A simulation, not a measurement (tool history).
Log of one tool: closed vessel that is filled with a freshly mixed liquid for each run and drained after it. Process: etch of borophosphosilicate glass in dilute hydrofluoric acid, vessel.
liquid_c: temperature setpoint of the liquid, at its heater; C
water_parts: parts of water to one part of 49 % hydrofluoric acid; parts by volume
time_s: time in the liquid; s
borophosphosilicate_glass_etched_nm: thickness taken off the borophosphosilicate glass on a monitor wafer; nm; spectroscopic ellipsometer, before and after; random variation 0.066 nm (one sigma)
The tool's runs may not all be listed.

| run | hour | liquid_c | water_parts | time_s | borophosphosilicate_glass_etched_nm |
|---|---|---|---|---|---|
| 1 | 0.0 | 21.0 | 295 | 95 | 11.2660 |
| 2 | 8.3 | 21.0 | 295 | 95 | 11.3330 |
| 3 | 13.9 | 20.0 | 300 | 95 | 10.7380 |
| 4 | 16.4 | 20.0 | 405 | 95 | 7.2236 |
| 5 | 19.0 | 21.5 | 405 | 95 | 7.5493 |
| 6 | 24.8 | 22.5 | 405 | 95 | 7.7713 |
| 7 | 32.8 | 23.5 | 405 | 95 | 8.0633 |

The next listed run, before its measurement:
| 8 | 38.6 | 27.5 | 400 | 95 | ? |

{"run 8": {"borophosphosilicate_glass_etched_nm": 9.3326}}
